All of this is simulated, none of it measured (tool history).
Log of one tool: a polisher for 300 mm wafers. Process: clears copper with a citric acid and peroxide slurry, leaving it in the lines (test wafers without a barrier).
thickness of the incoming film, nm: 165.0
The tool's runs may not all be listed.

run,hour,flow of slurry (ml/min),pressure of the wafer on the pad (psi),speed of the pad under the wafer (m/s),abrasive content of the slurry,overpolish time after the end point (s),time until the end point was called (s),dishing of a wide line in a test structure (Å)
1,0.0,220,2.7,0.84,1.0,16,110.04,174.59
2,8.8,220,2.7,0.68,1.0,16,134.75,144.22
3,15.6,220,2.9,0.68,1.0,17,128.12,162.40
4,17.2,220,2.9,0.56,1.0,17,153.43,136.36
5,19.8,220,2.9,0.42,1.0,17,203.12,107.25
6,28.0,220,3.2,0.42,1.0,17,186.42,114.37
7,35.8,220,3.5,0.50,1.0,18,150.35,153.94

The next listed run, before its measurement:
8,40.8,225,3.7,0.54,1.0,18,?,?

time until the end point was called (s): 132.66
dishing of a wide line in a test structure (Å): 166.18
